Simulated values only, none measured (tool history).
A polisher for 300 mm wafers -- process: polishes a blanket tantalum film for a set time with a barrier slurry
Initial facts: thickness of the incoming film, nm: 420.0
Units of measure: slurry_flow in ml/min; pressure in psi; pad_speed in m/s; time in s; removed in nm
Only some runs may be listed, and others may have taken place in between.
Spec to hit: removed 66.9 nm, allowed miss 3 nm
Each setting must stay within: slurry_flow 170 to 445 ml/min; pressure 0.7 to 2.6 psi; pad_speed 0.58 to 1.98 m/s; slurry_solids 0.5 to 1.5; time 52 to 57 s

run	hour	slurry_flow	pressure	pad_speed	slurry_solids	time	removed
1	0	285	1.6	1.28	1	57	95.836
2	3.9	285	1.6	1.28	1	52	87.474
3	11	285	1.5	1.28	1	52	84.382
4	14.1	285	1.5	1.28	0.9	52	79.559
5	22.9	285	1.5	1.28	0.9	52	80.506
6	30.7	285	1.5	1.42	0.9	52	87.193
7	33.2	285	1.4	1.42	0.9	52	81.821
8	38.9	285	1.3	1.42	0.9	52	75.155
9	47.4	285	1.2	1.42	0.9	52	70.664

Which of these 5 next moves meets every target?
A	55.9	310	1.6	1.02	0.8	57	?
B	55.9	240	1	1.6	1.1	56	?
C	55.9	275	1.2	1.36	1.1	56	?
D	55.9	305	1.2	1.36	1.15	56	?
E	55.9	190	1	1.38	1.25	57	?

move	removed
A	74.012
B	74.787
C	77.288
D	78.597
E	67.528
A: its largest miss is bigger than the last run's
B: its largest miss is bigger than the last run's
C: its largest miss is bigger than the last run's
D: its largest miss is bigger than the last run's
E: every result within its allowed miss
The move that meets every target is E.
